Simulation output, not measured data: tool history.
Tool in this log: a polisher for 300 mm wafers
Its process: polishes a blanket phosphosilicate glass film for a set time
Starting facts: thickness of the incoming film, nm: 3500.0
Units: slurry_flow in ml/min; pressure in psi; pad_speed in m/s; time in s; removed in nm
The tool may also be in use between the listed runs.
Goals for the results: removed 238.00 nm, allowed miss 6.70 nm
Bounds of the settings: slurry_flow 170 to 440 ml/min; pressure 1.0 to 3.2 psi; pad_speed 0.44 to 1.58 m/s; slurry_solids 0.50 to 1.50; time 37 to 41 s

run  hour  slurry_flow  pressure  pad_speed  slurry_solids  time  removed
  1   0.0          280       2.1       1.00           1.00    41   202.15
  2   2.8          280       2.1       1.00           1.00    37   184.22
  3   7.5          280       2.2       1.00           1.00    37   193.59
  4  15.0          280       2.2       1.22           1.00    37   228.42
  5  18.3          280       2.6       1.22           1.00    37   263.22
  6  24.1          280       2.9       1.22           1.00    37   289.24
  7  26.5          280       2.8       1.22           1.00    37   283.18
  8  33.4          280       2.8       1.22           1.00    37   280.35

Next run, 5 choices. One meets every target within its allowed miss, the rest don't. Which?
  A  40.3          315       2.7       1.00           1.10    39        ?
  B  40.3          240       2.2       1.42           0.70    41        ?
  C  40.3          255       2.4       1.22           0.95    39        ?
  D  40.3          230       2.9       1.18           0.65    41        ?
  E  40.3          235       2.8       1.06           1.05    37        ?

move  removed
   A   255.75
   B   239.06
   C   249.75
   D   254.67
   E   251.50
A: gains on the last run, yet a result remains outside its allowed miss
B: in spec on every target
C: gains on the last run, yet a result remains outside its allowed miss
D: gains on the last run, yet a result remains outside its allowed miss
E: gains on the last run, yet a result remains outside its allowed miss
So the answer is move B, the one that meets all the targets.
